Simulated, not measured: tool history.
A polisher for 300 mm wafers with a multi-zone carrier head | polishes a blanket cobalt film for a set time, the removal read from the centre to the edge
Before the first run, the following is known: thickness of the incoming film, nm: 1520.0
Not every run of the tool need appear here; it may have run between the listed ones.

| run | hour | flow of slurry (ml/min) | pressure of the head's centre zone | pressure of the head's middle zone | pressure of the head's edge zone | polishing time (s) | film removed at the wafer's centre (angstrom) | film removed at mid-radius (angstrom) | film removed at the wafer's edge (angstrom) |
|---|---|---|---|---|---|---|---|---|---|
| 1 | 0 | 255 | 1 | 1 | 1 | 67 | 2391.5 | 2403.8 | 2478.3 |
| 2 | 6.3 | 210 | 1 | 1 | 1 | 67 | 2358.9 | 2314.8 | 2421.7 |
| 3 | 11.5 | 210 | 1 | 1 | 0.96 | 67 | 2333.2 | 2319.2 | 2355.3 |
| 4 | 15.3 | 210 | 1 | 1 | 1.04 | 67 | 2360.8 | 2357.3 | 2504.4 |
| 5 | 18 | 215 | 1.01 | 1 | 1.06 | 70 | 2459.4 | 2428.9 | 2630.6 |
| 6 | 26.7 | 220 | 1.02 | 1 | 1.07 | 73 | 2606.9 | 2531 | 2671.3 |
| 7 | 31 | 220 | 1.01 | 0.99 | 1.08 | 76 | 2660 | 2658.3 | 2861.2 |
| 8 | 34.3 | 225 | 1.02 | 0.98 | 1.09 | 79 | 2864.4 | 2684.8 | 2993.1 |
| 9 | 42.2 | 230 | 1.02 | 0.98 | 1.1 | 81 | 2963.3 | 2767.9 | 3051.1 |
| 10 | 43.6 | 230 | 1.01 | 0.98 | 1.11 | 83 | 2982.6 | 2887.9 | 3140.4 |
| 11 | 52.5 | 230 | 1.01 | 0.97 | 1.12 | 85 | 3084.5 | 2935.5 | 3199.4 |

Run 12 is up next; what results do you expect?
|  | 56.7 | worn pad replaced by a new one |
| 12 | 56.7 | 230 | 1.01 | 0.97 | 1.12 | 85 | ? | ? | ? |

{"run 12": {"film removed at the wafer's centre (angstrom)": 3378.5, "film removed at mid-radius (angstrom)": 3321.4, "film removed at the wafer's edge (angstrom)": 3704.1}}
